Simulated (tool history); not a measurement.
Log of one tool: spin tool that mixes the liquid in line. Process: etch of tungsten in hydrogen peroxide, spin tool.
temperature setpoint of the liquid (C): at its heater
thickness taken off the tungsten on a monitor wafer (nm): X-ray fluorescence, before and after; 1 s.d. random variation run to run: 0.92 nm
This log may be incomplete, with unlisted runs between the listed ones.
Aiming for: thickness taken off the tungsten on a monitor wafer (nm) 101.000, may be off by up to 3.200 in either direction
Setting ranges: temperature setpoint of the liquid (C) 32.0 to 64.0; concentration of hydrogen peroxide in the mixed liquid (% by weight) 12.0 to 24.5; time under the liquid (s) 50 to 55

run,hour,temperature setpoint of the liquid (C),concentration of hydrogen peroxide in the mixed liquid (% by weight),time under the liquid (s),thickness taken off the tungsten on a monitor wafer (nm)
1,0.0,48.0,16.5,50,85.787
2,3.5,48.0,16.5,50,87.462
3,8.9,48.0,15.0,50,80.666
4,14.9,54.0,15.0,50,119.500
5,23.5,53.5,15.0,50,113.890
6,29.2,53.5,15.0,50,116.510
7,36.9,53.0,15.0,50,110.950
8,40.6,52.5,15.0,50,108.580

Exactly one of the 5 candidate moves below puts every result within its allowed miss. Which one?
A,44.3,49.0,19.5,55,?
B,44.3,53.0,15.0,50,?
C,44.3,52.0,14.5,55,?
D,44.3,51.0,15.0,55,?
E,44.3,53.5,12.0,50,?

move,thickness taken off the tungsten on a monitor wafer (nm)
A,107.810
B,109.600
C,111.610
D,106.850
E,101.010
A: nearer than the last run, and not there yet
B: the biggest miss grows against the last run
C: the biggest miss grows against the last run
D: nearer than the last run, and not there yet
E: in spec on every target
Go with E: it meets all targets.
